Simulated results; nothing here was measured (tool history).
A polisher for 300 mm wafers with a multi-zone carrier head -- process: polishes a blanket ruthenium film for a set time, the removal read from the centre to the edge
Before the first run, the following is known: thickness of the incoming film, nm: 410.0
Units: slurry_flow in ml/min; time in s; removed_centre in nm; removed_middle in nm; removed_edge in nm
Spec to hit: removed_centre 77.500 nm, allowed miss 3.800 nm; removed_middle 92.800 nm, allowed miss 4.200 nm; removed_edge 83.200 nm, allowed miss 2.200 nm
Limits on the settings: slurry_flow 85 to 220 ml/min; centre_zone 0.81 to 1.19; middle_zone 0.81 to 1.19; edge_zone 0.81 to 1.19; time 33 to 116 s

run	day	slurry_flow	centre_zone	middle_zone	edge_zone	time	removed_centre	removed_middle	removed_edge
1	0.000	140	1.00	1.00	1.00	74	68.564	67.367	67.449
2	0.204	140	1.08	1.00	1.00	74	72.623	65.761	67.986
3	0.438	140	1.08	0.92	1.00	74	71.256	61.495	67.797
4	0.567	145	1.06	0.95	1.01	75	72.388	65.325	69.194
5	0.783	150	1.04	0.97	1.02	76	76.236	66.303	70.766
6	0.979	150	1.04	0.97	0.97	76	75.717	67.060	69.107
# day 1.233: slurry nozzle cleaned
7	1.233	190	0.94	1.07	1.07	85	84.497	90.441	87.437
8	1.317	190	0.94	1.08	1.07	85	84.854	90.627	86.710

4 candidate next runs follow, results not yet known. Just one meets every target within its allowed miss. Identify it.
A	1.400	180	0.88	1.14	1.14	86	?	?	?
B	1.400	220	1.06	1.08	1.04	81	?	?	?
C	1.400	200	0.90	1.15	1.08	81	?	?	?
D	1.400	220	1.02	0.98	0.88	89	?	?	?

move	removed_centre	removed_middle	removed_edge
A	79.970	99.211	90.512
B	93.484	91.461	83.026
C	78.266	95.465	83.781
D	98.743	92.587	84.412
A: meets the target for the result that was furthest off, but another lies outside its allowed miss
B: further off than the last run
C: meets every target
D: further off than the last run
Answer: C

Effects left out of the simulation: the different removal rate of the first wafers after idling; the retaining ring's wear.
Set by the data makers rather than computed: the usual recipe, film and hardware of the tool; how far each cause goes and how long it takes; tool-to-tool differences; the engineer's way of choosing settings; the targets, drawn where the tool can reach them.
